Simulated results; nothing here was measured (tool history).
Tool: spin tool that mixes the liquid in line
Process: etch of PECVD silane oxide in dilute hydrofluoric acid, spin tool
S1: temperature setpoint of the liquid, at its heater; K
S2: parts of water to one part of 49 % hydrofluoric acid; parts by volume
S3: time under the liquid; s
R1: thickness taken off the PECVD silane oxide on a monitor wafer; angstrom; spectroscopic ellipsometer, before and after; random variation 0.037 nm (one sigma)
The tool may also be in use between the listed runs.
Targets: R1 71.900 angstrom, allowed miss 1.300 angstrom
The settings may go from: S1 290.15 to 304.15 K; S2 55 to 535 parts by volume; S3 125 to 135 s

run,hour,S1,S2,S3,R1
1,0.0,296.15,295,125,68.503
2,5.3,296.15,400,125,45.652
3,6.3,296.15,400,125,44.935
4,7.5,296.15,400,125,45.315
5,10.4,296.15,300,125,67.452
# hour 11.6: hydrofluoric acid flow meter replaced
6,11.6,296.65,300,125,80.452
7,19.6,296.65,300,125,80.254
8,23.0,296.15,300,125,79.272
9,28.2,295.65,300,125,77.062
10,31.8,295.65,305,125,75.992
11,32.7,296.15,305,125,76.721

5 next moves are on the table. One of them brings every result within its allowed miss. Which?
A,33.6,300.65,370,125,?
B,33.6,298.15,315,130,?
C,33.6,293.65,305,135,?
D,33.6,300.65,370,135,?
E,33.6,293.15,295,125,?

move,R1
A,69.272
B,82.256
C,76.047
D,74.813
E,72.133
A: takes the result that was furthest off past its target
B: further off than the last run
C: nearer than the last run, and not there yet
D: nearer than the last run, and not there yet
E: meets every target
Move E is the one to make.
